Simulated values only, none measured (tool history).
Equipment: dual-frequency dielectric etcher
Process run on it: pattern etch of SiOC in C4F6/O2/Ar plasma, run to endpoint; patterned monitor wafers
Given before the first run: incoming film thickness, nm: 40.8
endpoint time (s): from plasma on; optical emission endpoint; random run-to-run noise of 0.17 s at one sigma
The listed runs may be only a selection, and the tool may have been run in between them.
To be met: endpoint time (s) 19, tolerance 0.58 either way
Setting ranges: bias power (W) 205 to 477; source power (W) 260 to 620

run 1 day=0 | bias_power_(W)=341 source_power_(W)=440 | endpoint_time_(s)=15.965
run 2 day=0.038 | bias_power_(W)=341 source_power_(W)=500 | endpoint_time_(s)=14.966
run 3 day=0.362 | bias_power_(W)=308 source_power_(W)=460 | endpoint_time_(s)=15.804
run 4 day=0.596 | bias_power_(W)=308 source_power_(W)=490 | endpoint_time_(s)=15.6
run 5 day=0.971 | bias_power_(W)=330 source_power_(W)=490 | endpoint_time_(s)=15.066
run 6 day=0.992 | bias_power_(W)=302 source_power_(W)=450 | endpoint_time_(s)=16.113
run 7 day=1.033 | bias_power_(W)=282 source_power_(W)=410 | endpoint_time_(s)=17.309
-- day=1.308 bias power generator calibrated
run 8 day=1.308 | bias_power_(W)=268 source_power_(W)=400 | endpoint_time_(s)=17.769
run 9 day=1.496 | bias_power_(W)=256 source_power_(W)=390 | endpoint_time_(s)=18.188

Exactly one of the 4 candidate moves below puts every result within its allowed miss. Which one?
run A day=1.683 | bias_power_(W)=267 source_power_(W)=350 | endpoint_time_(s)=?
run B day=1.683 | bias_power_(W)=274 source_power_(W)=440 | endpoint_time_(s)=?
run C day=1.683 | bias_power_(W)=266 source_power_(W)=420 | endpoint_time_(s)=?
run D day=1.683 | bias_power_(W)=308 source_power_(W)=420 | endpoint_time_(s)=?

move=A endpoint_time_(s)=19.044
move=B endpoint_time_(s)=17.073
move=C endpoint_time_(s)=17.558
move=D endpoint_time_(s)=16.908
A: hits every target within its allowed miss
B: further off than the last run
C: further off than the last run
D: further off than the last run
The right move is A.
